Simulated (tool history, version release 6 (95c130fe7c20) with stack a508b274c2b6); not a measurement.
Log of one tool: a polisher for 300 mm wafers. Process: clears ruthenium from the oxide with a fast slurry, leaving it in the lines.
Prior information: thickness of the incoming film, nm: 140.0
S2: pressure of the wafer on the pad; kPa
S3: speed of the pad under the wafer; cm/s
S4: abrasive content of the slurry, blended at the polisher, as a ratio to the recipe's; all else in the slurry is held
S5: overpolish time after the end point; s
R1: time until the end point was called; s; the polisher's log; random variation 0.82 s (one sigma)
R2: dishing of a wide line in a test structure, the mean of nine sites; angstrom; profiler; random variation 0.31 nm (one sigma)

{"run": 1, "hour": 0.0, "flow of slurry (ml/min)": 155, "S2": 14.5, "S3": 102, "S4": 1.0, "S5": 15, "R1": 43.122, "R2": 394.27}
{"run": 2, "hour": 2.3, "flow of slurry (ml/min)": 155, "S2": 15.9, "S3": 102, "S4": 1.0, "S5": 15, "R1": 39.718, "R2": 407.8}
{"run": 3, "hour": 3.9, "flow of slurry (ml/min)": 155, "S2": 15.9, "S3": 82, "S4": 1.0, "S5": 15, "R1": 50.275, "R2": 334.51}
{"run": 4, "hour": 9.8, "flow of slurry (ml/min)": 155, "S2": 19.3, "S3": 82, "S4": 1.0, "S5": 15, "R1": 42.431, "R2": 369.52}
{"run": 5, "hour": 17.5, "flow of slurry (ml/min)": 155, "S2": 18.6, "S3": 80, "S4": 1.0, "S5": 14, "R1": 46.215, "R2": 345.18}
{"run": 6, "hour": 18.2, "flow of slurry (ml/min)": 155, "S2": 18.6, "S3": 68, "S4": 1.0, "S5": 14, "R1": 54.575, "R2": 296.41}
{"run": 7, "hour": 27.2, "flow of slurry (ml/min)": 155, "S2": 18.6, "S3": 68, "S4": 1.0, "S5": 13, "R1": 53.468, "R2": 276.94}

Estimate the outcome of run 8 from the log above:
{"run": 8, "hour": 30.7, "flow of slurry (ml/min)": 165, "S2": 17.9, "S3": 68, "S4": 1.0, "S5": 9, "R1": "?", "R2": "?"}

R1: 54.905 s
R2: 192.93 angstrom
